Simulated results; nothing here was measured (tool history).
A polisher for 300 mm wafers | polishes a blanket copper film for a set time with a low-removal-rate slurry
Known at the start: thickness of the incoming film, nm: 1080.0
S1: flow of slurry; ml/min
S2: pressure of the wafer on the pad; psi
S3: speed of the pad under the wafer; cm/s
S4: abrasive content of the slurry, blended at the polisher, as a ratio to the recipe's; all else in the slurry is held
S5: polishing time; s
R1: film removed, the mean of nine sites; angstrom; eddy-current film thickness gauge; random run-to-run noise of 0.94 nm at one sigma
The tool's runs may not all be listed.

{"run": 1, "hour": 0.0, "S1": 170, "S2": 3.4, "S3": 88, "S4": 1.0, "S5": 61, "R1": 1693.0}
{"run": 2, "hour": 5.0, "S1": 170, "S2": 3.4, "S3": 88, "S4": 1.0, "S5": 61, "R1": 1702.4}
{"run": 3, "hour": 7.0, "S1": 190, "S2": 3.4, "S3": 88, "S4": 1.0, "S5": 61, "R1": 1735.1}
{"run": 4, "hour": 11.5, "S1": 180, "S2": 3.3, "S3": 88, "S4": 1.0, "S5": 61, "R1": 1656.7}
{"run": 5, "hour": 15.1, "S1": 180, "S2": 3.3, "S3": 88, "S4": 1.0, "S5": 61, "R1": 1668.5}
{"run": 6, "hour": 20.4, "S1": 170, "S2": 3.2, "S3": 88, "S4": 1.0, "S5": 61, "R1": 1614.2}
{"run": 7, "hour": 26.9, "S1": 165, "S2": 3.1, "S3": 88, "S4": 1.0, "S5": 61, "R1": 1572.6}
{"run": 8, "hour": 27.6, "S1": 165, "S2": 3.0, "S3": 88, "S4": 1.0, "S5": 61, "R1": 1513.7}

Estimate the outcome of run 9 from the log above:
{"run": 9, "hour": 33.5, "S1": 160, "S2": 3.0, "S3": 88, "S4": 1.0, "S5": 61, "R1": "?"}

R1: 1490.6 angstrom
